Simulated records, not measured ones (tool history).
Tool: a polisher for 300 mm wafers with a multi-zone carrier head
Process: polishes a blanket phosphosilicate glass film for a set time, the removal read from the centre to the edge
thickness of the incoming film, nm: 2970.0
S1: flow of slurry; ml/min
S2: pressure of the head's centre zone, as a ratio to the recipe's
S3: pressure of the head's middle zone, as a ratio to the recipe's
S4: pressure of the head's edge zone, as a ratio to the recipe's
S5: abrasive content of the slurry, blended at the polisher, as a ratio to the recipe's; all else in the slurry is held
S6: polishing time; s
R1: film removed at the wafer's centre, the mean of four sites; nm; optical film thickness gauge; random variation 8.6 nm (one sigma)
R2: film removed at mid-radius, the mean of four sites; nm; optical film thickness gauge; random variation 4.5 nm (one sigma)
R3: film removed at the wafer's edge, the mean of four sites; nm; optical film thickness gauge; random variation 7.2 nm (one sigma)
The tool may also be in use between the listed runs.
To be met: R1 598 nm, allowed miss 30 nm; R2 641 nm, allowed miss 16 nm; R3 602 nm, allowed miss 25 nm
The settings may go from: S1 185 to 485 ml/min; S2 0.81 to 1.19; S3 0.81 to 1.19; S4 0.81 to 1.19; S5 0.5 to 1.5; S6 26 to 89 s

run 1 hour=0 | S1=310 S2=1 S3=1 S4=1 S5=1 S6=57 | R1=524.39 R2=510.97 R3=510.19
run 2 hour=1.4 | S1=310 S2=1.07 S3=1 S4=1 S5=1 S6=57 | R1=553.22 R2=515.22 R3=513.75
run 3 hour=3.3 | S1=310 S2=1.07 S3=1.02 S4=1.02 S5=1 S6=57 | R1=558.9 R2=521.69 R3=518.49
run 4 hour=10.8 | S1=310 S2=1.07 S3=1.02 S4=1.02 S5=1.2 S6=57 | R1=596.6 R2=541.81 R3=547.67
run 5 hour=12 | S1=310 S2=1.07 S3=1.02 S4=1.02 S5=1.2 S6=63 | R1=656.03 R2=606.82 R3=608.94
run 6 hour=20 | S1=310 S2=1.07 S3=1.02 S4=1.1 S5=1.2 S6=63 | R1=654.98 R2=605.29 R3=629.9
run 7 hour=27.8 | S1=310 S2=1.06 S3=1.03 S4=1.09 S5=1.2 S6=63 | R1=659.71 R2=608.14 R3=630.35
run 8 hour=29.5 | S1=310 S2=1.05 S3=1.04 S4=1.08 S5=1.2 S6=63 | R1=642.3 R2=614.18 R3=621.55
run 9 hour=30 | S1=310 S2=1.04 S3=1.05 S4=1.08 S5=1.2 S6=63 | R1=633.81 R2=619.27 R3=608.71

Which of these 4 next moves meets every target?
run A hour=30.5 | S1=320 S2=0.98 S3=0.97 S4=1.09 S5=1.2 S6=64 | R1=? R2=? R3=?
run B hour=30.5 | S1=360 S2=1.08 S3=1.09 S4=1 S5=1.1 S6=65 | R1=? R2=? R3=?
run C hour=30.5 | S1=300 S2=1.08 S3=1.06 S4=1.07 S5=1.15 S6=67 | R1=? R2=? R3=?
run D hour=30.5 | S1=365 S2=1 S3=1.12 S4=1.08 S5=1.15 S6=62 | R1=? R2=? R3=?

move=A R1=600.95 R2=593.11 R3=630.62
move=B R1=663.91 R2=640.82 R3=602.2
move=C R1=680.95 R2=646.15 R3=642.38
move=D R1=594.58 R2=631.78 R3=604.76
A: further off than the last run
B: brings the result that was furthest off to its target, and leaves another outside
C: brings the result that was furthest off to its target, and leaves another outside
D: meets every target
The right move is D.
